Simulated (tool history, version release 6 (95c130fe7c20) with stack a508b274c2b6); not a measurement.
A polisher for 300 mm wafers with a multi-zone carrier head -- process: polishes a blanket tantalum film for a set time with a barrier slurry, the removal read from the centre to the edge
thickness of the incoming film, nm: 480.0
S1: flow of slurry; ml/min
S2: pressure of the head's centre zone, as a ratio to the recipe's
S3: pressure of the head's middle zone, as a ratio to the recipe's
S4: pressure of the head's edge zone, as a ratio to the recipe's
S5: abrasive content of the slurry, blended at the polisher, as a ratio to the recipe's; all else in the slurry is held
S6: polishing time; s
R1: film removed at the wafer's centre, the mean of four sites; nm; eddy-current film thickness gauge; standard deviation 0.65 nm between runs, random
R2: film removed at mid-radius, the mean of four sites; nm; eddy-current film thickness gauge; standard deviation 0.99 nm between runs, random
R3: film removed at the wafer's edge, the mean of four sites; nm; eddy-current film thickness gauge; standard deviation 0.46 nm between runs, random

run,hour,S1,S2,S3,S4,S5,S6,R1,R2,R3
1,0.0,160,1.00,1.00,1.00,1.00,65,91.419,94.589,91.514
2,3.0,160,0.94,1.00,1.00,1.00,65,84.772,90.376,90.729
3,10.0,160,0.94,1.00,0.96,1.00,65,83.902,92.227,89.041
4,11.0,160,0.94,1.00,1.00,1.00,65,83.776,90.619,90.951
5,13.2,155,0.93,0.98,0.98,0.95,65,81.354,91.783,88.060
6,19.4,175,0.93,0.98,0.98,0.95,65,82.920,91.231,89.670
7,27.8,170,0.86,0.88,0.88,0.70,64,70.082,75.686,76.654

What does the tool deliver on the next run?
8,31.1,170,0.86,0.87,0.88,0.70,64,?,?,?

{"run 8": {"R1": 69.065, "R2": 73.552, "R3": 77.312}}
